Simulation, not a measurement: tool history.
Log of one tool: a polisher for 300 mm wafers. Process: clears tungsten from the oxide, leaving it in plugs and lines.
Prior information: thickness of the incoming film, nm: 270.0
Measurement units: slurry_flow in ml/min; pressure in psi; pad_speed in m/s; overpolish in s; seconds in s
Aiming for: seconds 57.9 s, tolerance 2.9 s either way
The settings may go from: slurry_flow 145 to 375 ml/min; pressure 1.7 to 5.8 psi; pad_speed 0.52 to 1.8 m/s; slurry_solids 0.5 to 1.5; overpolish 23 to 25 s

run  hour  slurry_flow  pressure  pad_speed  slurry_solids  overpolish  seconds
  1     0          240       3.7       1.16              1          23   44.711
  2   2.7          240       3.5       1.16              1          23   47.061
  3     6          185       3.5       1.16              1          23    47.79
  4   9.7          185       4.3       1.16              1          23   39.954
  5  11.9          185       3.9       1.14              1          23   43.497
  6  20.1          185       3.6       1.12              1          23   46.961
  7  24.9          185       3.4        1.1              1          23   51.644
  8  31.5          185       3.3        1.1              1          23   53.649

Which of these 5 next moves meets every target?
  A  38.1          160       4.8       0.82           0.95          23        ?
  B  38.1          145       3.5       1.04            0.9          23        ?
  C  38.1          185         3        1.3              1          23        ?
  D  38.1          195       3.2       1.18           0.95          23        ?
  E  38.1          235       3.2       0.94           0.95          23        ?

move  seconds
   A   52.312
   B   58.595
   C   50.878
   D   53.137
   E   64.774
A: the biggest miss grows against the last run
B: in spec on every target
C: the biggest miss grows against the last run
D: the biggest miss grows against the last run
E: carries the result that was furthest off beyond its target, to the other side
B is the move that brings every result within its allowed miss.
